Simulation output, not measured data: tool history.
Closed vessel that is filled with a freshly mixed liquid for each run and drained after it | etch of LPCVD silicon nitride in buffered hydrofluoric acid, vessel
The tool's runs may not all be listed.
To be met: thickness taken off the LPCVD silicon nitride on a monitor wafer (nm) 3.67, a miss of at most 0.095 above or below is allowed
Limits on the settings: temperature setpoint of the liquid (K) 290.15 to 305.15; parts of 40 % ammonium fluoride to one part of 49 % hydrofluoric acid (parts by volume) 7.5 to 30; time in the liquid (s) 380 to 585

run	hour	temperature setpoint of the liquid (K)	parts of 40 % ammonium fluoride to one part of 49 % hydrofluoric acid (parts by volume)	time in the liquid (s)	thickness taken off the LPCVD silicon nitride on a monitor wafer (nm)
1	0	298.15	22	585	4.311
2	9	297.65	22	585	4.1824
3	15.3	297.15	22	585	4.0263
4	20.6	296.65	22	585	3.969
5	22.8	296.65	22	585	3.957
6	30.2	296.65	22	380	2.576
7	32	297.15	22	380	2.6556
8	36.4	298.15	22	380	2.8119
9	45	298.65	21	380	2.9768
10	54	299.65	20	380	3.2335
11	57.2	300.15	20	380	3.3578
12	66.6	300.65	20	380	3.3796
13	68.9	301.15	20	380	3.4807

Exercise: of the 4 proposed moves below, exactly one satisfies all targets within the stated allowed misses. Which move is it?
A	71.2	300.65	22.5	475	?
B	71.2	296.65	18.5	465	?
C	71.2	303.65	20.5	380	?
D	71.2	300.65	20	385	?

move	thickness taken off the LPCVD silicon nitride on a monitor wafer (nm)
A	3.9521
B	3.6462
C	3.9521
D	3.4726
A: takes the result that was furthest off past its target
B: hits every target within its allowed miss
C: takes the result that was furthest off past its target
D: no nearer and no further than the last run
The right move is B.

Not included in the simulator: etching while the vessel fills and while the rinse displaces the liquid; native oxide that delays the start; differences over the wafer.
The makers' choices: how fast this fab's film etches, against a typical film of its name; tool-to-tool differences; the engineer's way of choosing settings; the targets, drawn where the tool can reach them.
